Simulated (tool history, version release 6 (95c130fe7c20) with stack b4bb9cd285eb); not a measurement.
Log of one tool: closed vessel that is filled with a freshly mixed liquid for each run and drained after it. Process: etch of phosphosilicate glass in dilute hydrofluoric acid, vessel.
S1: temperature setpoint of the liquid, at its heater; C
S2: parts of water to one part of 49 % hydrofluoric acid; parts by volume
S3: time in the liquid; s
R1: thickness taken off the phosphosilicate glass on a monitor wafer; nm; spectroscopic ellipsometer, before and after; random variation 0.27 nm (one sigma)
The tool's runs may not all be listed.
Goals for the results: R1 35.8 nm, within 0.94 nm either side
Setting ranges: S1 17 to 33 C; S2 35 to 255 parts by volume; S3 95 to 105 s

{"run": 1, "hour": 0.0, "S1": 25, "S2": 145, "S3": 95, "R1": 59.315}
{"run": 2, "hour": 6.0, "S1": 25, "S2": 110, "S3": 95, "R1": 83.464}
{"run": 3, "hour": 10.3, "S1": 25, "S2": 110, "S3": 105, "R1": 91.318}
{"run": 4, "hour": 18.1, "S1": 24, "S2": 125, "S3": 105, "R1": 75.077}
{"run": 5, "hour": 22.8, "S1": 21.5, "S2": 125, "S3": 105, "R1": 68.822}
{"run": 6, "hour": 26.2, "S1": 21.5, "S2": 105, "S3": 105, "R1": 82.918}
{"run": 7, "hour": 33.4, "S1": 21, "S2": 115, "S3": 105, "R1": 74.508}
{"run": 8, "hour": 34.7, "S1": 20.5, "S2": 125, "S3": 105, "R1": 65.059}
{"run": 9, "hour": 41.1, "S1": 20, "S2": 135, "S3": 105, "R1": 59.295}
{"run": 10, "hour": 43.8, "S1": 19.5, "S2": 140, "S3": 105, "R1": 56.176}
{"run": 11, "hour": 44.7, "S1": 19, "S2": 145, "S3": 105, "R1": 52.015}
{"run": 12, "hour": 51.5, "S1": 19, "S2": 145, "S3": 105, "R1": 52.522}
{"hour": 52.9, "done": "thermometer replaced"}
{"run": 13, "hour": 52.9, "S1": 18.5, "S2": 150, "S3": 105, "R1": 54.568}

Which one of the following 5 next-run settings gets every result inside its allowed miss? There is exactly one.
{"run": "A", "hour": 54.3, "S1": 21, "S2": 210, "S3": 100, "R1": "?"}
{"run": "B", "hour": 54.3, "S1": 19.5, "S2": 195, "S3": 95, "R1": "?"}
{"run": "C", "hour": 54.3, "S1": 23.5, "S2": 180, "S3": 95, "R1": "?"}
{"run": "D", "hour": 54.3, "S1": 18.5, "S2": 205, "S3": 95, "R1": "?"}
{"run": "E", "hour": 54.3, "S1": 17, "S2": 195, "S3": 100, "R1": "?"}

move=A R1=37.767
move=B R1=37.015
move=C R1=47.465
move=D R1=33.538
move=E R1=35.303
A: nearer the targets than the last run, but a result is still out of spec
B: nearer the targets than the last run, but a result is still out of spec
C: nearer the targets than the last run, but a result is still out of spec
D: the result that was furthest off in the last run now lies on the other side of its target
E: meets every target
The right move is E.
